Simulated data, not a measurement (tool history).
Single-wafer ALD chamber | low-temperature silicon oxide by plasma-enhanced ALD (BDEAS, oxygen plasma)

run  hour  heater temperature setpoint (deg C)  number of ALD cycles (cycles)  mean film thickness on the monitor wafer (angstrom)
  1   0.0                                  105                             59                                               82.819
  2   6.3                                  105                             52                                               72.681
  3  14.2                                  103                             57                                               80.716
  4  15.5                                   99                             57                                               80.873
  5  18.0                                  107                             57                                               79.592
  6  19.8                                  107                             63                                               87.272
  7  22.9                                  104                             65                                               91.684

Forecast run 8:
  8  24.3                                  101                             67                                                    ?

Run 8 gave mean film thickness on the monitor wafer (angstrom) 94.358.
